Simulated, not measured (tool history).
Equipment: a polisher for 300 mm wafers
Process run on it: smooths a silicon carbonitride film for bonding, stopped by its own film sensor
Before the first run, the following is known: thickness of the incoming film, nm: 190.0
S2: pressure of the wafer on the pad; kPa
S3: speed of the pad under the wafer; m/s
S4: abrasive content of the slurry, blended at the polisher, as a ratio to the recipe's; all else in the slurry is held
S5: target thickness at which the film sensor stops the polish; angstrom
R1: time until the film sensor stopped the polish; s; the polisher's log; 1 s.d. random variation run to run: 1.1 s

run 1 day=0.000 | flow_of_slurry_(ml/min)=195 S2=11.7 S3=0.98 S4=1.0 S5=1720 | R1=78.163
run 2 day=0.254 | flow_of_slurry_(ml/min)=195 S2=11.7 S3=0.98 S4=1.0 S5=1720 | R1=76.070
run 3 day=0.312 | flow_of_slurry_(ml/min)=195 S2=11.0 S3=0.98 S4=1.0 S5=1720 | R1=83.008
run 4 day=0.671 | flow_of_slurry_(ml/min)=215 S2=11.0 S3=0.98 S4=1.0 S5=1720 | R1=80.660
run 5 day=0.904 | flow_of_slurry_(ml/min)=215 S2=11.0 S3=0.98 S4=1.0 S5=1720 | R1=82.288
run 6 day=0.975 | flow_of_slurry_(ml/min)=170 S2=11.0 S3=0.98 S4=1.0 S5=1720 | R1=85.182
run 7 day=1.046 | flow_of_slurry_(ml/min)=165 S2=10.3 S3=0.98 S4=1.0 S5=1720 | R1=92.218
run 8 day=1.354 | flow_of_slurry_(ml/min)=160 S2=10.3 S3=0.98 S4=1.0 S5=1720 | R1=90.382
run 9 day=1.450 | flow_of_slurry_(ml/min)=160 S2=9.7 S3=0.98 S4=1.0 S5=1720 | R1=96.859

Run 10 comes next. What will it give?
run 10 day=1.658 | flow_of_slurry_(ml/min)=160 S2=9.7 S3=0.98 S4=1.0 S5=1720 | R1=?

{"run 10": {"R1": 96.58}}
